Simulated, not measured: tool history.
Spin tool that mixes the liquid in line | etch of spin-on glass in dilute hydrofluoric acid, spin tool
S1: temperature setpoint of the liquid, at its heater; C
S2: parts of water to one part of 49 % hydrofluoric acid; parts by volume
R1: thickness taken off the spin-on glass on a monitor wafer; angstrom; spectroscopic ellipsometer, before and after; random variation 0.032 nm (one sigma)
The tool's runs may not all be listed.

{"run": 1, "day": 0.0, "S1": 25, "S2": 125, "time under the liquid (s)": 15, "R1": 46.21}
{"run": 2, "day": 0.112, "S1": 27, "S2": 125, "time under the liquid (s)": 15, "R1": 49.276}
{"run": 3, "day": 0.379, "S1": 29, "S2": 125, "time under the liquid (s)": 15, "R1": 54.144}
{"run": 4, "day": 0.75, "S1": 29, "S2": 90, "time under the liquid (s)": 15, "R1": 78.203}
{"run": 5, "day": 1.071, "S1": 29, "S2": 90, "time under the liquid (s)": 15, "R1": 77.957}
{"run": 6, "day": 1.154, "S1": 27, "S2": 90, "time under the liquid (s)": 15, "R1": 73.088}

Forecast run 7:
{"run": 7, "day": 1.262, "S1": 25.5, "S2": 90, "time under the liquid (s)": 15, "R1": "?"}

{"run 7": {"R1": 67.593}}

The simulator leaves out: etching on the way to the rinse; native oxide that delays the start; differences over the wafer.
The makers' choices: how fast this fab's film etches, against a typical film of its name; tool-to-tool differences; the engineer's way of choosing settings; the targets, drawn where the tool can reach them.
